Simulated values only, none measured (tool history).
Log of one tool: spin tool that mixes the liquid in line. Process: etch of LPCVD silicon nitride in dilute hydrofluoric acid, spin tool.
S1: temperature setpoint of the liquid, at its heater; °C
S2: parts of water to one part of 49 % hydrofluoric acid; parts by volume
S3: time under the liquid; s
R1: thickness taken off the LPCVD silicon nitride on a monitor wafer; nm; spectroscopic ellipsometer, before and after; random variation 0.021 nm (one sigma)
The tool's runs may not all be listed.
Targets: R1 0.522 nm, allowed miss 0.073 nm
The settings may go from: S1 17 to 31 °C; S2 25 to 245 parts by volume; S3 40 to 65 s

Run 1, hour 0: S1 23 °C, S2 135 parts by volume, S3 65 s. Result: R1 0.19963 nm.
Run 2, hour 1: S1 23.5 °C, S2 125 parts by volume, S3 65 s. Result: R1 0.23987 nm.
Run 3, hour 7.4: S1 23.5 °C, S2 105 parts by volume, S3 65 s. Result: R1 0.29624 nm.
Run 4, hour 8.8: S1 24 °C, S2 100 parts by volume, S3 65 s. Result: R1 0.32249 nm.
Run 5, hour 15.7: S1 24 °C, S2 100 parts by volume, S3 40 s. Result: R1 0.20249 nm.
Run 6, hour 17.4: S1 24 °C, S2 90 parts by volume, S3 45 s. Result: R1 0.244 nm.
Run 7, hour 26.5: S1 24.5 °C, S2 80 parts by volume, S3 45 s. Result: R1 0.27967 nm.
Run 8, hour 27.2: S1 25 °C, S2 75 parts by volume, S3 45 s. Result: R1 0.28868 nm.
Run 9, hour 36.1: S1 25 °C, S2 70 parts by volume, S3 50 s. Result: R1 0.35379 nm.
Run 10, hour 41.3: S1 28 °C, S2 45 parts by volume, S3 55 s. Result: R1 0.76755 nm.
Run 11, hour 49.3: S1 27.5 °C, S2 45 parts by volume, S3 55 s. Result: R1 0.73486 nm.
Run 12, hour 56.2: S1 24.5 °C, S2 70 parts by volume, S3 50 s. Result: R1 0.34947 nm.
Run 13, hour 60.7: S1 25 °C, S2 70 parts by volume, S3 50 s. Result: R1 0.33426 nm.
Run 14, hour 68: S1 26 °C, S2 25 parts by volume, S3 65 s. Result: R1 1.3236 nm.
Run 15, hour 73: S1 26 °C, S2 30 parts by volume, S3 65 s. Result: R1 1.1044 nm.
Run 16, hour 80.4: S1 26 °C, S2 35 parts by volume, S3 65 s. Result: R1 0.9226 nm.
Run 17, hour 83.5: S1 22 °C, S2 70 parts by volume, S3 60 s. Result: R1 0.33924 nm.
Run 18, hour 85.5: S1 22.5 °C, S2 70 parts by volume, S3 60 s. Result: R1 0.3691 nm.
Run 19, hour 93.2: S1 25.5 °C, S2 50 parts by volume, S3 65 s. Result: R1 0.64518 nm.

5 next moves are on the table. One of them brings every result within its allowed miss. Which?
Run A, hour 100.9: S1 23.5 °C, S2 50 parts by volume, S3 45 s. Result: R1 ?.
Run B, hour 100.9: S1 27.5 °C, S2 65 parts by volume, S3 40 s. Result: R1 ?.
Run C, hour 100.9: S1 24.5 °C, S2 45 parts by volume, S3 50 s. Result: R1 ?.
Run D, hour 100.9: S1 26.5 °C, S2 55 parts by volume, S3 40 s. Result: R1 ?.
Run E, hour 100.9: S1 22.5 °C, S2 30 parts by volume, S3 55 s. Result: R1 ?.

move       R1
   A  0.41182
   B  0.36888
   C  0.54266
   D  0.40742
   E  0.77235
A: takes the result that was furthest off past its target
B: takes the result that was furthest off past its target
C: meets every target
D: takes the result that was furthest off past its target
E: further off than the last run
Move C is the one to make.
